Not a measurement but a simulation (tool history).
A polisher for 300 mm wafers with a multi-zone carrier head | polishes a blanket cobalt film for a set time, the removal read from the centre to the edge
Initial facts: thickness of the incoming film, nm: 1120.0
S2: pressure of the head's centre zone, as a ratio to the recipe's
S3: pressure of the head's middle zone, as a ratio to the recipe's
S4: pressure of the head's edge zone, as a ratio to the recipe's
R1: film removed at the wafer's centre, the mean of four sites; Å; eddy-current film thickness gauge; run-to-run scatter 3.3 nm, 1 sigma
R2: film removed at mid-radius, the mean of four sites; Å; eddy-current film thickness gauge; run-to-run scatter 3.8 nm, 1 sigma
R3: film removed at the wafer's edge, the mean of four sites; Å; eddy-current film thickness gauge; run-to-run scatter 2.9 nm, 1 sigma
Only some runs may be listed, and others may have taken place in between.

{"run": 1, "day": 0.0, "flow of slurry (ml/min)": 130, "S2": 1, "S3": 1, "S4": 1, "polishing time (s)": 82, "R1": 4352.2, "R2": 4430.7, "R3": 4405}
{"run": 2, "day": 0.292, "flow of slurry (ml/min)": 125, "S2": 0.97, "S3": 1, "S4": 0.98, "polishing time (s)": 80, "R1": 4239.2, "R2": 4243.7, "R3": 4237.8}
{"run": 3, "day": 0.662, "flow of slurry (ml/min)": 125, "S2": 0.97, "S3": 0.93, "S4": 0.98, "polishing time (s)": 80, "R1": 4194.9, "R2": 4050.1, "R3": 4274.8}
{"run": 4, "day": 0.846, "flow of slurry (ml/min)": 125, "S2": 0.97, "S3": 0.93, "S4": 0.98, "polishing time (s)": 67, "R1": 3421.3, "R2": 3381.8, "R3": 3550.8}
{"run": 5, "day": 1.2, "flow of slurry (ml/min)": 125, "S2": 0.89, "S3": 0.93, "S4": 0.98, "polishing time (s)": 67, "R1": 3218.7, "R2": 3319.4, "R3": 3537.4}
{"run": 6, "day": 1.467, "flow of slurry (ml/min)": 125, "S2": 0.89, "S3": 1.01, "S4": 0.98, "polishing time (s)": 67, "R1": 3173.4, "R2": 3617.6, "R3": 3553.7}
{"run": 7, "day": 1.704, "flow of slurry (ml/min)": 125, "S2": 0.88, "S3": 1.02, "S4": 0.97, "polishing time (s)": 67, "R1": 3153.1, "R2": 3658.6, "R3": 3573}

For run 8, what comes out?
{"run": 8, "day": 2.05, "flow of slurry (ml/min)": 115, "S2": 0.86, "S3": 1.07, "S4": 0.91, "polishing time (s)": 66, "R1": "?", "R2": "?", "R3": "?"}

{"run 8": {"R1": 2999.8, "R2": 3609.6, "R3": 3330}}

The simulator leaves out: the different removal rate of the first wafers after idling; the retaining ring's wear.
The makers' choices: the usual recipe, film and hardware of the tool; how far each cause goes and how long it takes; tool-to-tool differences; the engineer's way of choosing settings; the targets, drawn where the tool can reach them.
